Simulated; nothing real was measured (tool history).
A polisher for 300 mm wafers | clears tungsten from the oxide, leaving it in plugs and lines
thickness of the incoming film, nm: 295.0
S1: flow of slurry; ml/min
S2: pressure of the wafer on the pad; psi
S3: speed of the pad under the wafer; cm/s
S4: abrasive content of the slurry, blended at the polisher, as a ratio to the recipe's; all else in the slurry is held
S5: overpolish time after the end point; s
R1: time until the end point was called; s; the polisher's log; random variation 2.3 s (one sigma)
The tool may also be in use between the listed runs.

run	hour	S1	S2	S3	S4	S5	R1
1	0.0	305	2.7	108	1.0	6	80.701
2	7.9	305	2.7	108	0.9	6	86.727
3	10.5	305	2.7	108	1.0	6	81.918
4	18.3	305	2.6	106	1.0	6	85.158
5	26.5	305	2.6	116	1.0	6	79.229
6	31.0	230	2.6	116	1.0	6	81.937
7	36.9	230	2.5	114	1.0	6	85.095
8	41.9	230	2.4	112	1.0	6	90.978
9	44.9	230	2.3	112	1.0	6	92.962
10	47.8	230	2.2	112	1.0	6	99.505

Forecast run 11:
11	55.1	230	2.2	112	1.0	6	?

{"run 11": {"R1": 96.718}}
